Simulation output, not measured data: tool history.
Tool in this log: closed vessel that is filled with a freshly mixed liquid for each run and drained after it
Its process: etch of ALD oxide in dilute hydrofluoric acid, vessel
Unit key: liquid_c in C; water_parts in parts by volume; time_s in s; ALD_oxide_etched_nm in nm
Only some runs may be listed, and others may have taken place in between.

| run | hour | liquid_c | water_parts | time_s | ALD_oxide_etched_nm |
|---|---|---|---|---|---|
| 1 | 0 | 23 | 135 | 190 | 26.762 |
| 2 | 2.3 | 23 | 90 | 190 | 42.624 |
| 3 | 6.4 | 23 | 65 | 190 | 60.702 |
| 4 | 10.2 | 26.5 | 65 | 190 | 69.196 |
| 5 | 16.8 | 26.5 | 65 | 205 | 75.461 |
| 6 | 20.8 | 26.5 | 65 | 190 | 70.428 |

Run 7 comes next. What will it give?
| 7 | 23.5 | 27.5 | 65 | 190 | ? |

For run 7 the tool returned ALD_oxide_etched_nm 72.26 nm.
